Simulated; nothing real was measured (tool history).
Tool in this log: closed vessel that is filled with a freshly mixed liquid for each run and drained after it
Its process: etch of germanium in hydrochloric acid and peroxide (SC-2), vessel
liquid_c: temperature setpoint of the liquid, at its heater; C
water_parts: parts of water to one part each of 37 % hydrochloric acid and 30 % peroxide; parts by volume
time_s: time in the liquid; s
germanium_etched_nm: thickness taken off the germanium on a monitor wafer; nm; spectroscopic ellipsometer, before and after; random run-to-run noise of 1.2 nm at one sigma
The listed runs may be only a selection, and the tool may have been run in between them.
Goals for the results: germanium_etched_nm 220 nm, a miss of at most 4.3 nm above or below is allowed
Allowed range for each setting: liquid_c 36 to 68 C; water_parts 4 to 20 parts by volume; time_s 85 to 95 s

{"run": 1, "hour": 0.0, "liquid_c": 52, "water_parts": 11, "time_s": 85, "germanium_etched_nm": 184.19}
{"run": 2, "hour": 6.6, "liquid_c": 52, "water_parts": 11, "time_s": 95, "germanium_etched_nm": 204.67}
{"run": 3, "hour": 8.0, "liquid_c": 52.5, "water_parts": 11, "time_s": 95, "germanium_etched_nm": 207.22}
{"run": 4, "hour": 15.4, "liquid_c": 52.5, "water_parts": 14.5, "time_s": 95, "germanium_etched_nm": 200.85}
{"run": 5, "hour": 20.4, "liquid_c": 53.5, "water_parts": 14.5, "time_s": 95, "germanium_etched_nm": 206.6}
{"run": 6, "hour": 26.9, "liquid_c": 53.5, "water_parts": 14.5, "time_s": 85, "germanium_etched_nm": 184.16}
{"run": 7, "hour": 33.3, "liquid_c": 55, "water_parts": 14.5, "time_s": 85, "germanium_etched_nm": 192.61}
{"run": 8, "hour": 36.1, "liquid_c": 56, "water_parts": 14.5, "time_s": 85, "germanium_etched_nm": 202.79}
{"run": 9, "hour": 38.4, "liquid_c": 56.5, "water_parts": 14.5, "time_s": 85, "germanium_etched_nm": 200.18}
{"hour": 45.5, "done": "new drum of peroxide connected"}
{"run": 10, "hour": 45.5, "liquid_c": 57.5, "water_parts": 14.5, "time_s": 85, "germanium_etched_nm": 211.57}
{"run": 11, "hour": 48.2, "liquid_c": 58, "water_parts": 14.5, "time_s": 85, "germanium_etched_nm": 213.5}
{"run": 12, "hour": 50.2, "liquid_c": 58, "water_parts": 14.5, "time_s": 85, "germanium_etched_nm": 214.02}

Consider the 4 candidate settings below. Which is the only one whose results all fall within their allowed miss of target?
{"run": "A", "hour": 52.2, "liquid_c": 55, "water_parts": 13.5, "time_s": 95, "germanium_etched_nm": "?"}
{"run": "B", "hour": 52.2, "liquid_c": 57, "water_parts": 14, "time_s": 85, "germanium_etched_nm": "?"}
{"run": "C", "hour": 52.2, "liquid_c": 54.5, "water_parts": 16, "time_s": 95, "germanium_etched_nm": "?"}
{"run": "D", "hour": 52.2, "liquid_c": 55.5, "water_parts": 16, "time_s": 90, "germanium_etched_nm": "?"}

move=A germanium_etched_nm=223.9
move=B germanium_etched_nm=211.44
move=C germanium_etched_nm=214.77
move=D germanium_etched_nm=209.58
A: each result inside its tolerance
B: further off than the last run
C: closes in on the targets versus the last run, not all within tolerance yet
D: further off than the last run
The move that meets every target is A.
